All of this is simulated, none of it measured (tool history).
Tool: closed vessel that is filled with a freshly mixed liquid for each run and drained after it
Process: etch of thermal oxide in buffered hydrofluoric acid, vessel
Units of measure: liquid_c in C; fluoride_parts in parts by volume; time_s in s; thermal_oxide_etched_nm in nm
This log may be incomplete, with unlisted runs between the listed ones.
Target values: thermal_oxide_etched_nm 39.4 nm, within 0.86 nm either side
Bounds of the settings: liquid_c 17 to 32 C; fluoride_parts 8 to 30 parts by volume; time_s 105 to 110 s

run  hour  liquid_c  fluoride_parts  time_s  thermal_oxide_etched_nm
  1     0        25            22.5     105                   58.855
  2   8.7        25            26.5     105                   52.362
  3  15.5        25            26.5     110                   54.774
  4  17.9        25            26.5     105                   52.587
     22.3  -- hydrofluoric acid flow meter replaced
  5  22.3        25              24     105                   59.222
  6  27.8        25              24     105                    59.17
  7  37.2        23              24     105                   52.506
  8  45.1        19            24.5     105                   41.607
  9  47.9      18.5            24.5     105                   40.377

Which single option among these 4 for the next run brings every result within its allowed miss of target? Just one does.
  A  50.7      17.5            23.5     105                        ?
  B  50.7      19.5              28     110                        ?
  C  50.7      18.5              24     105                        ?
  D  50.7      18.5            23.5     105                        ?

move  thermal_oxide_etched_nm
   A                   39.614
   B                   41.186
   C                    41.33
   D                   41.936
A: all results land within tolerance of their targets
B: misses by more than the last run did
C: misses by more than the last run did
D: misses by more than the last run did
Answer: A
